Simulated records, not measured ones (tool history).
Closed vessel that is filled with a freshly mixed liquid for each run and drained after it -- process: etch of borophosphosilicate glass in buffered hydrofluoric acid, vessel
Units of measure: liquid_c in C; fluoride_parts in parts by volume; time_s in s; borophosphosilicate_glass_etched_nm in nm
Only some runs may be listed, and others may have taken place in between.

run,hour,liquid_c,fluoride_parts,time_s,borophosphosilicate_glass_etched_nm
1,0,20,16,85,128.02
2,4,19,17,85,115.75
3,5.3,22,17,85,136.47
4,6.5,20,17,85,121.26
5,8,20,17,90,127.09
6,9.2,20,17,90,129.26
7,12.3,19,18,90,114.8

Forecast run 8:
8,14.4,19,18,90,?

{"run 8": {"borophosphosilicate_glass_etched_nm": 115.17}}

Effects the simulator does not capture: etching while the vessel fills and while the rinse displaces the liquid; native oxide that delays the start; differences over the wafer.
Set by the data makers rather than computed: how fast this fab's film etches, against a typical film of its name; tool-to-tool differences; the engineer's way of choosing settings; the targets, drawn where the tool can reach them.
